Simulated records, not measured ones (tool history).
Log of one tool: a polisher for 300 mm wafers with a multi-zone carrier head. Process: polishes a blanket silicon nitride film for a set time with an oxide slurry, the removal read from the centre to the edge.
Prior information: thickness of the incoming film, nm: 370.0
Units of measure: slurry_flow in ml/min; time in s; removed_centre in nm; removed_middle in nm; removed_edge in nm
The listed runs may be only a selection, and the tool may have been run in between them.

{"run": 1, "day": 0.0, "slurry_flow": 150, "centre_zone": 1.0, "middle_zone": 1.0, "edge_zone": 1.0, "slurry_solids": 1.0, "time": 41, "removed_centre": 18.671, "removed_middle": 19.25, "removed_edge": 19.293}
{"run": 2, "day": 0.346, "slurry_flow": 150, "centre_zone": 0.99, "middle_zone": 1.01, "edge_zone": 0.96, "slurry_solids": 0.85, "time": 37, "removed_centre": 15.439, "removed_middle": 16.056, "removed_edge": 15.879}
{"run": 3, "day": 0.5, "slurry_flow": 150, "centre_zone": 0.99, "middle_zone": 1.01, "edge_zone": 0.91, "slurry_solids": 0.85, "time": 37, "removed_centre": 15.642, "removed_middle": 16.191, "removed_edge": 15.247}
{"run": 4, "day": 0.8, "slurry_flow": 170, "centre_zone": 0.99, "middle_zone": 1.01, "edge_zone": 0.91, "slurry_solids": 0.85, "time": 37, "removed_centre": 15.696, "removed_middle": 16.217, "removed_edge": 16.107}
{"run": 5, "day": 0.9, "slurry_flow": 170, "centre_zone": 0.99, "middle_zone": 1.01, "edge_zone": 0.94, "slurry_solids": 0.85, "time": 37, "removed_centre": 15.936, "removed_middle": 16.43, "removed_edge": 16.1}
{"run": 6, "day": 1.062, "slurry_flow": 170, "centre_zone": 0.92, "middle_zone": 1.01, "edge_zone": 0.94, "slurry_solids": 0.85, "time": 37, "removed_centre": 14.912, "removed_middle": 16.281, "removed_edge": 15.885}
{"run": 7, "day": 1.162, "slurry_flow": 155, "centre_zone": 0.91, "middle_zone": 1.03, "edge_zone": 0.84, "slurry_solids": 0.6, "time": 29, "removed_centre": 9.4503, "removed_middle": 11.045, "removed_edge": 10.058}

Expected results for the next run?
{"run": 8, "day": 1.479, "slurry_flow": 165, "centre_zone": 0.93, "middle_zone": 1.04, "edge_zone": 0.84, "slurry_solids": 0.6, "time": 29, "removed_centre": "?", "removed_middle": "?", "removed_edge": "?"}

{"run 8": {"removed_centre": 9.9144, "removed_middle": 11.101, "removed_edge": 9.9657}}
